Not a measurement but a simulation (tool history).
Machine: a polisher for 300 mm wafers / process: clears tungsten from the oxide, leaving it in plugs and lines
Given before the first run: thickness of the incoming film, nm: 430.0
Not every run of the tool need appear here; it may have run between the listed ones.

run	day	flow of slurry (ml/min)	pressure of the wafer on the pad (psi)	speed of the pad under the wafer (cm/s)	abrasive content of the slurry	overpolish time after the end point (s)	time until the end point was called (s)
1	0	150	4.5	98	1	37	96.216
2	0.342	135	4.5	98	1	37	97.132
3	0.525	155	4.5	98	1	37	94.858
4	0.592	190	4.5	98	1	37	92.96
5	0.654	190	4.3	98	1	37	95.307
6	0.912	190	4.1	98	1	37	98.653
7	0.954	190	3.9	98	1	37	99.507
8	1.104	190	3.7	98	1	37	106.06

Run 9, settings as shown, results not yet in. Your forecast:
9	1.3	190	3.6	98	1	37	?

{"run 9": {"time until the end point was called (s)": 103.62}}
